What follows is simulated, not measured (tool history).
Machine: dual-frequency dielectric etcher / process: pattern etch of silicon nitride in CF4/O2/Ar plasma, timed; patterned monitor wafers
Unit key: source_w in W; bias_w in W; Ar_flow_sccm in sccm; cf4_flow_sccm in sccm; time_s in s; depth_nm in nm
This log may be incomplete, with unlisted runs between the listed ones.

Run 1, hour 0.0: source_w 670 W, bias_w 62 W, Ar_flow_sccm 105 sccm, cf4_flow_sccm 115 sccm, time_s 22.5 s. Result: depth_nm 62.051 nm.
Run 2, hour 7.1: source_w 670 W, bias_w 62 W, Ar_flow_sccm 105 sccm, cf4_flow_sccm 102 sccm, time_s 22.5 s. Result: depth_nm 60.801 nm.
Run 3, hour 10.5: source_w 670 W, bias_w 55 W, Ar_flow_sccm 105 sccm, cf4_flow_sccm 102 sccm, time_s 22.5 s. Result: depth_nm 57.311 nm.
Run 4, hour 11.1: source_w 670 W, bias_w 55 W, Ar_flow_sccm 105 sccm, cf4_flow_sccm 117 sccm, time_s 22.5 s. Result: depth_nm 57.631 nm.
Run 5, hour 19.6: source_w 670 W, bias_w 48 W, Ar_flow_sccm 105 sccm, cf4_flow_sccm 117 sccm, time_s 22.5 s. Result: depth_nm 53.730 nm.
Run 6, hour 28.1: source_w 670 W, bias_w 39 W, Ar_flow_sccm 105 sccm, cf4_flow_sccm 117 sccm, time_s 22.5 s. Result: depth_nm 48.114 nm.

Run 7 comes next. What will it give?
Run 7, hour 30.8: source_w 620 W, bias_w 39 W, Ar_flow_sccm 105 sccm, cf4_flow_sccm 117 sccm, time_s 22.5 s. Result: depth_nm ?.

{"run 7": {"depth_nm": 44.351}}
